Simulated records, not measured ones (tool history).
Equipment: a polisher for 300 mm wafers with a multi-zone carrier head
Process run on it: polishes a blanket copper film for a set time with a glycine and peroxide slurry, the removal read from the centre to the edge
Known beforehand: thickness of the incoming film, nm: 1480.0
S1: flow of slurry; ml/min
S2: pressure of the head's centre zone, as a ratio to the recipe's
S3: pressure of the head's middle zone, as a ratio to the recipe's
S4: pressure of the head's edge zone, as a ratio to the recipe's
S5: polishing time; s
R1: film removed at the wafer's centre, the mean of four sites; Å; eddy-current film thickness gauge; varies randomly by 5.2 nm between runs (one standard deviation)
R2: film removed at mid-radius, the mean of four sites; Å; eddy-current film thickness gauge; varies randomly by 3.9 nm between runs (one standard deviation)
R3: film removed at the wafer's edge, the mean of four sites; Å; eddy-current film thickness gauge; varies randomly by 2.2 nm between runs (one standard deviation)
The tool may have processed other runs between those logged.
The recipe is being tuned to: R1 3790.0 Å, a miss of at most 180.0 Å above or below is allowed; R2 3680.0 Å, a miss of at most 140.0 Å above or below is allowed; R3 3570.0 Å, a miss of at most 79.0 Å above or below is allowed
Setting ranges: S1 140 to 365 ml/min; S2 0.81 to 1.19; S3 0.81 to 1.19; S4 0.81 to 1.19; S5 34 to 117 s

Run 1, day 0.000: S1 235 ml/min, S2 1.00, S3 1.00, S4 1.00, S5 75 s. Result: R1 3241.5 Å, R2 3186.6 Å, R3 3080.3 Å.
Run 2, day 0.221: S1 235 ml/min, S2 1.00, S3 1.00, S4 1.00, S5 64 s. Result: R1 2803.6 Å, R2 2721.2 Å, R3 2635.3 Å.
Run 3, day 0.546: S1 245 ml/min, S2 1.02, S3 1.02, S4 1.05, S5 69 s. Result: R1 3055.7 Å, R2 2999.9 Å, R3 2889.7 Å.
Run 4, day 0.912: S1 255 ml/min, S2 1.04, S3 1.03, S4 1.08, S5 73 s. Result: R1 3338.6 Å, R2 3237.0 Å, R3 3070.8 Å.
Run 5, day 0.983: S1 260 ml/min, S2 1.04, S3 1.03, S4 1.11, S5 76 s. Result: R1 3532.8 Å, R2 3312.9 Å, R3 3229.0 Å.
Run 6, day 1.329: S1 265 ml/min, S2 1.03, S3 1.04, S4 1.13, S5 78 s. Result: R1 3477.3 Å, R2 3413.4 Å, R3 3335.3 Å.
Run 7, day 1.425: S1 270 ml/min, S2 1.04, S3 1.05, S4 1.14, S5 79 s. Result: R1 3622.3 Å, R2 3513.7 Å, R3 3381.3 Å.
Run 8, day 1.462: S1 275 ml/min, S2 1.04, S3 1.05, S4 1.15, S5 80 s. Result: R1 3664.8 Å, R2 3599.0 Å, R3 3424.6 Å.

Which of these 5 next moves meets every target?
Run A, day 1.500: S1 320 ml/min, S2 1.04, S3 1.05, S4 1.15, S5 82 s. Result: R1 ?, R2 ?, R3 ?.
Run B, day 1.500: S1 310 ml/min, S2 1.06, S3 1.07, S4 1.13, S5 73 s. Result: R1 ?, R2 ?, R3 ?.
Run C, day 1.500: S1 270 ml/min, S2 1.15, S3 0.89, S4 1.19, S5 87 s. Result: R1 ?, R2 ?, R3 ?.
Run D, day 1.500: S1 265 ml/min, S2 1.12, S3 0.99, S4 1.18, S5 79 s. Result: R1 ?, R2 ?, R3 ?.
Run E, day 1.500: S1 240 ml/min, S2 1.04, S3 0.93, S4 1.19, S5 85 s. Result: R1 ?, R2 ?, R3 ?.

move      R1      R2      R3
   A  3836.0  3740.9  3554.9
   B  3449.2  3374.5  3140.2
   C  4280.2  3398.0  3773.2
   D  3810.4  3366.6  3407.7
   E  3849.5  3401.8  3649.6
A: every result lands within tolerance
B: its largest miss is bigger than the last run's
C: takes the biggest miss from the last run beyond its target
D: its largest miss is bigger than the last run's
E: takes the biggest miss from the last run beyond its target
Answer: A
